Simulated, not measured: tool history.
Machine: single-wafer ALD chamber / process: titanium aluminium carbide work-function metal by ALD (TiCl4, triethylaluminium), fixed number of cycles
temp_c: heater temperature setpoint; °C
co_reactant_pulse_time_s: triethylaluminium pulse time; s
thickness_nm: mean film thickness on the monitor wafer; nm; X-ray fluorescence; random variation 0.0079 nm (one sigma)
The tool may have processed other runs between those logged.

run 1 hour=0.0 | temp_c=290 co_reactant_pulse_time_s=10.07 | thickness_nm=1.9466
run 2 hour=5.1 | temp_c=279 co_reactant_pulse_time_s=10.07 | thickness_nm=1.8578
run 3 hour=6.3 | temp_c=271 co_reactant_pulse_time_s=10.07 | thickness_nm=1.7921
run 4 hour=8.5 | temp_c=266 co_reactant_pulse_time_s=10.07 | thickness_nm=1.7633
run 5 hour=14.7 | temp_c=266 co_reactant_pulse_time_s=8.53 | thickness_nm=1.7037
run 6 hour=17.5 | temp_c=266 co_reactant_pulse_time_s=7.36 | thickness_nm=1.6054
run 7 hour=22.1 | temp_c=266 co_reactant_pulse_time_s=5.95 | thickness_nm=1.4511

Expected results for the next run?
run 8 hour=29.1 | temp_c=268 co_reactant_pulse_time_s=6.10 | thickness_nm=?

thickness_nm: 1.4938 nm
